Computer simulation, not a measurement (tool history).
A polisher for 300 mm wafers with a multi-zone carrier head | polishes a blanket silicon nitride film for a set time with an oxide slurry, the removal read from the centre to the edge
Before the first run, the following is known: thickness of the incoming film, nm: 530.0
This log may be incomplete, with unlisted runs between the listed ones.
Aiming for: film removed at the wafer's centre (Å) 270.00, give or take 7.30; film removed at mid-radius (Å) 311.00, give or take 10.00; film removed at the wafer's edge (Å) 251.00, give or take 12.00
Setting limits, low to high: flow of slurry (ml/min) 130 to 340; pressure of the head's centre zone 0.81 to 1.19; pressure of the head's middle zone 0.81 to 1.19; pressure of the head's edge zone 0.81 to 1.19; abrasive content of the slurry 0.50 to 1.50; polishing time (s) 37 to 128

run	hour	flow of slurry (ml/min)	pressure of the head's centre zone	pressure of the head's middle zone	pressure of the head's edge zone	abrasive content of the slurry	polishing time (s)	film removed at the wafer's centre (Å)	film removed at mid-radius (Å)	film removed at the wafer's edge (Å)
1	0.0	220	1.00	1.00	1.00	1.00	82	345.44	354.70	344.22
2	6.5	220	1.00	1.00	1.00	1.00	101	425.39	436.85	425.85
3	13.8	225	0.99	1.03	0.95	0.85	96	385.66	405.31	378.96
4	17.3	230	0.98	1.06	0.91	0.75	90	342.69	378.52	338.56
5	22.0	230	0.98	1.06	0.97	0.75	90	346.98	368.86	341.66
6	29.2	230	0.98	1.08	0.93	0.70	85	318.96	359.70	313.58
# hour 37.0: slurry nozzle cleaned
7	37.0	220	1.01	1.05	0.83	0.50	75	266.44	285.61	237.78
8	39.7	230	1.00	1.07	0.84	0.50	75	263.78	282.92	241.93
9	40.8	215	0.99	1.17	0.82	0.60	75	278.32	321.09	246.76
10	49.0	210	0.98	1.16	0.83	0.60	75	270.84	323.17	253.06

Which single option among these 4 for the next run brings every result within its allowed miss of target? Just one does.
A	57.2	245	0.99	1.14	0.86	0.65	71	?	?	?
B	57.2	210	0.95	1.16	0.81	0.55	78	?	?	?
C	57.2	200	0.99	1.19	0.82	0.70	73	?	?	?
D	57.2	235	0.96	1.19	0.81	0.85	67	?	?	?

move	film removed at the wafer's centre (Å)	film removed at mid-radius (Å)	film removed at the wafer's edge (Å)
A	268.83	309.86	255.95
B	266.10	325.06	258.32
C	277.73	332.73	260.22
D	265.97	328.24	254.49
A: meets every target
B: further off than the last run
C: further off than the last run
D: further off than the last run
Correct choice: A, which meets every target
